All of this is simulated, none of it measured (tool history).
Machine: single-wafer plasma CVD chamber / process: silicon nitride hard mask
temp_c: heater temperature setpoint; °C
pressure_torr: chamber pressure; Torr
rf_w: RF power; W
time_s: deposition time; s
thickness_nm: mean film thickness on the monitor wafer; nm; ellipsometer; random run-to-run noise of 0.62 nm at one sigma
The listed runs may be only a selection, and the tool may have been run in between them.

| run | hour | temp_c | pressure_torr | rf_w | time_s | thickness_nm |
|---|---|---|---|---|---|---|
| 1 | 0 | 420 | 2.09 | 320 | 75.4 | 103.31 |
| 2 | 2.4 | 410 | 2.09 | 320 | 75.4 | 103.95 |
| 3 | 7.2 | 418 | 2.09 | 320 | 75.4 | 102.34 |
| 4 | 14.8 | 418 | 2.18 | 325 | 75.5 | 106.04 |
| 5 | 21.4 | 418 | 1.84 | 325 | 75.5 | 101.08 |
| 6 | 26.5 | 418 | 1.67 | 325 | 75.5 | 97.468 |
| 7 | 32.1 | 418 | 1.8 | 330 | 75.5 | 101.4 |
| 8 | 34 | 418 | 1.9 | 335 | 75.5 | 103.91 |
| 9 | 39.1 | 418 | 1.9 | 335 | 75.5 | 105.21 |

What does the tool deliver on the next run?
| 10 | 47.7 | 418 | 1.97 | 335 | 75.5 | ? |

thickness_nm: 104.01 nm
